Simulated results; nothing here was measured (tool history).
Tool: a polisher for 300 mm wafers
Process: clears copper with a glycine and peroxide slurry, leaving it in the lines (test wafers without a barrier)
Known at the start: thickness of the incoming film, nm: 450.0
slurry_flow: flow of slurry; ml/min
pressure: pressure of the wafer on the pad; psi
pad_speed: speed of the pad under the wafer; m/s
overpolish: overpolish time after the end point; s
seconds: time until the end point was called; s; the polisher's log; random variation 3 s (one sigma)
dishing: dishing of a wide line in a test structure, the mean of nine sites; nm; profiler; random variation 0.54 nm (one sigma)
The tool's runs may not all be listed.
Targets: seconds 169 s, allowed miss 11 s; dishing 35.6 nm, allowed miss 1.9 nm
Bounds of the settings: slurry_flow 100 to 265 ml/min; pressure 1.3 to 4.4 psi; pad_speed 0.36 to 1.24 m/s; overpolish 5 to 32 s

| run | hour | slurry_flow | pressure | pad_speed | overpolish | seconds | dishing |
|---|---|---|---|---|---|---|---|
| 1 | 0 | 170 | 2.8 | 0.8 | 16 | 110.77 | 48.227 |
| 2 | 2 | 170 | 2.6 | 0.8 | 16 | 111.72 | 47.852 |
| 3 | 11 | 170 | 2.6 | 0.8 | 23 | 111.22 | 62.339 |
| 4 | 13.3 | 190 | 2.6 | 0.8 | 23 | 108.33 | 66.031 |
| 5 | 22 | 190 | 2.6 | 0.8 | 16 | 110.26 | 48.098 |
| 6 | 30.6 | 185 | 2.4 | 0.78 | 16 | 117.36 | 46.472 |
| 7 | 35.7 | 180 | 2.3 | 0.76 | 16 | 121.74 | 43.809 |
| 8 | 43.5 | 175 | 1.5 | 0.68 | 19 | 166.15 | 40.618 |

Which of these 4 next moves meets every target?
| A | 51.3 | 185 | 1.3 | 0.54 | 22 | ? | ? |
| B | 51.3 | 165 | 1.3 | 0.7 | 17 | ? | ? |
| C | 51.3 | 185 | 1.3 | 0.68 | 23 | ? | ? |
| D | 51.3 | 180 | 1.3 | 0.6 | 24 | ? | ? |

| move | seconds | dishing |
|---|---|---|
| A | 189.46 | 40.821 |
| B | 173.09 | 35.061 |
| C | 172.09 | 45.714 |
| D | 182.38 | 45.29 |
A: as far off as the last run
B: meets every target
C: further off than the last run
D: further off than the last run
The right move is B.

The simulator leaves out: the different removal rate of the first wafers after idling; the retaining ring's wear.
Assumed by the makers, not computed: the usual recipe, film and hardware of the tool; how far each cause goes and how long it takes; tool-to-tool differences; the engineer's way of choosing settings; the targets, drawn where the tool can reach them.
